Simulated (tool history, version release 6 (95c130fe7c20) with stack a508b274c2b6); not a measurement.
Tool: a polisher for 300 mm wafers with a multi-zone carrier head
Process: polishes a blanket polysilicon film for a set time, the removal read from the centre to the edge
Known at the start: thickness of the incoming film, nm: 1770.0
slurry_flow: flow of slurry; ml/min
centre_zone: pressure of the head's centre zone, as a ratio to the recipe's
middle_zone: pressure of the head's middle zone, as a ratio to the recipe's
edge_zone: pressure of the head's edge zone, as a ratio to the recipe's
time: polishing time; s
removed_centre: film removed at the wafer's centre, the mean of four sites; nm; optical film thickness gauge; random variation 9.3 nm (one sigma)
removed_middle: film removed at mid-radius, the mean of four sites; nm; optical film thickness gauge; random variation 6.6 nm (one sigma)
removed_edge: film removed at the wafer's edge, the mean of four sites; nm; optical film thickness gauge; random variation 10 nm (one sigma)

run,day,slurry_flow,centre_zone,middle_zone,edge_zone,time,removed_centre,removed_middle,removed_edge
1,0,285,1,1,1,53,748.91,753.74,776.18
2,0.029,285,1,1,1,40,574.95,572.01,580.78
3,0.279,285,1,0.92,1,40,573.79,528.73,579.53
4,0.321,285,1,0.89,1,40,577.2,515.69,589.25
5,0.358,295,1.03,0.91,1.01,43,626.03,562.39,618.17
6,0.6,295,1.03,0.91,1.06,43,632.78,562.88,647.95
7,0.938,305,1.06,0.92,1.06,46,694.6,617.72,677.21
8,1.104,310,1.16,0.92,1.16,61,971,814.46,956.05
9,1.396,315,1.17,0.93,1.14,61,1003.9,821.94,945.84
10,1.696,315,1.17,0.94,1.12,61,989.95,825.79,939.08
11,2.042,315,1.17,0.95,1.1,61,998.45,853.55,935.29
12,2.246,305,1.19,0.91,1,59,966.83,784.83,847.68
13,2.317,310,1.19,0.91,1,59,971.99,786.95,854.3

Forecast run 14:
14,2.475,315,1.19,0.91,1,59,?,?,?

removed_centre: 966.32 nm
removed_middle: 787.25 nm
removed_edge: 859.2 nm
